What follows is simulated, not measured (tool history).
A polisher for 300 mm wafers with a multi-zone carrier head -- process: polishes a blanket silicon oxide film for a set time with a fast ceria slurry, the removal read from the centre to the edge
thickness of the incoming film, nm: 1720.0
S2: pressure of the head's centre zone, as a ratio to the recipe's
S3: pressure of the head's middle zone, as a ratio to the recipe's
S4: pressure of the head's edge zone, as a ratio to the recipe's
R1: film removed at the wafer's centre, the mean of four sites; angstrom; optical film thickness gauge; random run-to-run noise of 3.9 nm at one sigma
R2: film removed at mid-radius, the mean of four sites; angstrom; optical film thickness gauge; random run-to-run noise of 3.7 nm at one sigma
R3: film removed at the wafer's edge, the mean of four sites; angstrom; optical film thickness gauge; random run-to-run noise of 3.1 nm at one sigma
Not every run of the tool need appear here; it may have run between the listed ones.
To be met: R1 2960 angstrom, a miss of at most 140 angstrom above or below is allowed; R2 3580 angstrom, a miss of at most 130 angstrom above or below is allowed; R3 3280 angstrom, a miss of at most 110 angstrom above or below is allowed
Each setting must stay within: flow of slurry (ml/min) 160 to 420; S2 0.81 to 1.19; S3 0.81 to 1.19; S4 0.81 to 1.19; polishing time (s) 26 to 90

{"run": 1, "hour": 0.0, "flow of slurry (ml/min)": 270, "S2": 1, "S3": 1, "S4": 1, "polishing time (s)": 58, "R1": 5890.3, "R2": 5730.4, "R3": 5831.4}
{"run": 2, "hour": 3.0, "flow of slurry (ml/min)": 265, "S2": 0.96, "S3": 1.01, "S4": 0.97, "polishing time (s)": 51, "R1": 4859.2, "R2": 5026.2, "R3": 4960.4}
{"run": 3, "hour": 10.9, "flow of slurry (ml/min)": 295, "S2": 0.96, "S3": 1.01, "S4": 0.97, "polishing time (s)": 51, "R1": 5049.7, "R2": 5140.7, "R3": 5127.5}
{"run": 4, "hour": 18.1, "flow of slurry (ml/min)": 270, "S2": 0.96, "S3": 1.01, "S4": 0.97, "polishing time (s)": 51, "R1": 4993.4, "R2": 5095.4, "R3": 4942.5}
{"run": 5, "hour": 26.2, "flow of slurry (ml/min)": 270, "S2": 1, "S3": 1.01, "S4": 0.97, "polishing time (s)": 51, "R1": 5168.3, "R2": 5031.5, "R3": 5007.6}
{"run": 6, "hour": 29.2, "flow of slurry (ml/min)": 270, "S2": 1, "S3": 1.01, "S4": 0.94, "polishing time (s)": 51, "R1": 5178.5, "R2": 4975, "R3": 4973}
{"run": 7, "hour": 30.0, "flow of slurry (ml/min)": 255, "S2": 0.96, "S3": 1.01, "S4": 0.93, "polishing time (s)": 47, "R1": 4411.8, "R2": 4567, "R3": 4487}
{"run": 8, "hour": 37.5, "flow of slurry (ml/min)": 240, "S2": 0.94, "S3": 1.02, "S4": 0.91, "polishing time (s)": 44, "R1": 4083.3, "R2": 4445, "R3": 4137.2}
{"run": 9, "hour": 38.0, "flow of slurry (ml/min)": 210, "S2": 0.84, "S3": 0.94, "S4": 0.87, "polishing time (s)": 31, "R1": 2520.6, "R2": 2826.7, "R3": 2777.5}
{"run": 10, "hour": 45.7, "flow of slurry (ml/min)": 235, "S2": 0.85, "S3": 0.97, "S4": 0.89, "polishing time (s)": 31, "R1": 2572, "R2": 2931.2, "R3": 2828.8}
{"run": 11, "hour": 53.3, "flow of slurry (ml/min)": 235, "S2": 0.85, "S3": 0.97, "S4": 0.89, "polishing time (s)": 31, "R1": 2627, "R2": 2954.3, "R3": 2930.2}
{"run": 12, "hour": 56.3, "flow of slurry (ml/min)": 235, "S2": 0.85, "S3": 0.97, "S4": 0.89, "polishing time (s)": 31, "R1": 2670.9, "R2": 2897.5, "R3": 2855.6}
{"run": 13, "hour": 64.0, "flow of slurry (ml/min)": 235, "S2": 0.85, "S3": 0.97, "S4": 0.89, "polishing time (s)": 31, "R1": 2671.3, "R2": 2926.7, "R3": 2893.2}
{"run": 14, "hour": 70.8, "flow of slurry (ml/min)": 230, "S2": 0.85, "S3": 1.01, "S4": 0.91, "polishing time (s)": 31, "R1": 2573, "R2": 3046.3, "R3": 2912.4}
{"run": 15, "hour": 74.9, "flow of slurry (ml/min)": 250, "S2": 0.86, "S3": 1.03, "S4": 0.92, "polishing time (s)": 31, "R1": 2744.9, "R2": 3081.7, "R3": 2955.8}
{"run": 16, "hour": 83.4, "flow of slurry (ml/min)": 240, "S2": 0.87, "S3": 1.05, "S4": 0.94, "polishing time (s)": 32, "R1": 2749.8, "R2": 3226.7, "R3": 3109.5}
{"run": 17, "hour": 90.0, "flow of slurry (ml/min)": 245, "S2": 0.88, "S3": 1.07, "S4": 0.94, "polishing time (s)": 32, "R1": 2764.9, "R2": 3347.1, "R3": 3085.9}
{"run": 18, "hour": 98.5, "flow of slurry (ml/min)": 250, "S2": 0.89, "S3": 1.08, "S4": 0.95, "polishing time (s)": 32, "R1": 2924.8, "R2": 3380.8, "R3": 3077.7}
{"run": 19, "hour": 106.0, "flow of slurry (ml/min)": 250, "S2": 0.89, "S3": 1.09, "S4": 0.96, "polishing time (s)": 32, "R1": 2780.8, "R2": 3352.9, "R3": 3111.7}
{"run": 20, "hour": 112.4, "flow of slurry (ml/min)": 255, "S2": 0.89, "S3": 1.1, "S4": 0.97, "polishing time (s)": 32, "R1": 2857.8, "R2": 3381.8, "R3": 3088.7}

Exercise: of the 5 proposed moves below, exactly one satisfies all targets within the stated allowed misses. Which move is it?
{"run": "A", "hour": 118.8, "flow of slurry (ml/min)": 285, "S2": 0.9, "S3": 1.12, "S4": 0.92, "polishing time (s)": 32, "R1": "?", "R2": "?", "R3": "?"}
{"run": "B", "hour": 118.8, "flow of slurry (ml/min)": 290, "S2": 0.97, "S3": 1.19, "S4": 0.9, "polishing time (s)": 30, "R1": "?", "R2": "?", "R3": "?"}
{"run": "C", "hour": 118.8, "flow of slurry (ml/min)": 275, "S2": 0.96, "S3": 1.18, "S4": 0.87, "polishing time (s)": 31, "R1": "?", "R2": "?", "R3": "?"}
{"run": "D", "hour": 118.8, "flow of slurry (ml/min)": 290, "S2": 0.9, "S3": 1.14, "S4": 1.03, "polishing time (s)": 32, "R1": "?", "R2": "?", "R3": "?"}
{"run": "E", "hour": 118.8, "flow of slurry (ml/min)": 255, "S2": 0.91, "S3": 1.19, "S4": 0.93, "polishing time (s)": 30, "R1": "?", "R2": "?", "R3": "?"}

move=A R1=2936 R2=3487.3 R3=3014.7
move=B R1=2976.2 R2=3450.2 R3=2799.2
move=C R1=3023.2 R2=3518.6 R3=2835.8
move=D R1=2942.7 R2=3546.9 R3=3185.2
move=E R1=2744.4 R2=3399.6 R3=2809.8
A: the biggest miss grows against the last run
B: the biggest miss grows against the last run
C: the biggest miss grows against the last run
D: meets every target
E: the biggest miss grows against the last run
The move that meets every target is D.
